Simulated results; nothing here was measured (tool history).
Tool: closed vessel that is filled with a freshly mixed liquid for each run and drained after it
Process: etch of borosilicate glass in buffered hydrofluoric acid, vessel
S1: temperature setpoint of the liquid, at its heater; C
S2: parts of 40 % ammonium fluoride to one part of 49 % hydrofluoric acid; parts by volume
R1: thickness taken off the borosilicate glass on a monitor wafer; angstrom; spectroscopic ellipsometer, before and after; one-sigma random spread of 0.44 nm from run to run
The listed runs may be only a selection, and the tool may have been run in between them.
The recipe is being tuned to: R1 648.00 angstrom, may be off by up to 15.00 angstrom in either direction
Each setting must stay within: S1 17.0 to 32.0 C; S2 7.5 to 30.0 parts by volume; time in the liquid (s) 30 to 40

run 1 hour=0.0 | S1=25.0 S2=20.5 time_in_the_liquid_(s)=40 | R1=264.82
run 2 hour=8.0 | S1=26.5 S2=17.5 time_in_the_liquid_(s)=40 | R1=336.29
run 3 hour=17.0 | S1=26.5 S2=17.5 time_in_the_liquid_(s)=40 | R1=334.28
run 4 hour=22.7 | S1=23.5 S2=17.5 time_in_the_liquid_(s)=40 | R1=281.21
run 5 hour=23.3 | S1=26.5 S2=17.5 time_in_the_liquid_(s)=40 | R1=330.05
run 6 hour=25.3 | S1=28.0 S2=15.5 time_in_the_liquid_(s)=40 | R1=403.27
run 7 hour=30.0 | S1=29.0 S2=14.5 time_in_the_liquid_(s)=40 | R1=454.84
run 8 hour=33.1 | S1=29.5 S2=13.5 time_in_the_liquid_(s)=40 | R1=497.00
run 9 hour=41.8 | S1=30.0 S2=13.0 time_in_the_liquid_(s)=40 | R1=531.98
run 10 hour=44.6 | S1=32.0 S2=11.0 time_in_the_liquid_(s)=40 | R1=701.96
run 11 hour=45.3 | S1=31.5 S2=11.0 time_in_the_liquid_(s)=40 | R1=693.31
run 12 hour=53.8 | S1=31.0 S2=11.0 time_in_the_liquid_(s)=40 | R1=666.11

Below are 5 possible settings for the next run. Only one of them brings all results inside the allowed miss of their targets. Which is it?
run A hour=62.3 | S1=30.0 S2=10.0 time_in_the_liquid_(s)=40 | R1=?
run B hour=62.3 | S1=32.0 S2=12.0 time_in_the_liquid_(s)=40 | R1=?
run C hour=62.3 | S1=32.0 S2=11.0 time_in_the_liquid_(s)=40 | R1=?
run D hour=62.3 | S1=31.5 S2=9.0 time_in_the_liquid_(s)=35 | R1=?
run E hour=62.3 | S1=31.5 S2=11.0 time_in_the_liquid_(s)=40 | R1=?

move=A R1=691.36
move=B R1=640.45
move=C R1=697.63
move=D R1=698.95
move=E R1=680.02
A: its largest miss is bigger than the last run's
B: every result lands within tolerance
C: its largest miss is bigger than the last run's
D: its largest miss is bigger than the last run's
E: its largest miss is bigger than the last run's
The move that meets every target is B.

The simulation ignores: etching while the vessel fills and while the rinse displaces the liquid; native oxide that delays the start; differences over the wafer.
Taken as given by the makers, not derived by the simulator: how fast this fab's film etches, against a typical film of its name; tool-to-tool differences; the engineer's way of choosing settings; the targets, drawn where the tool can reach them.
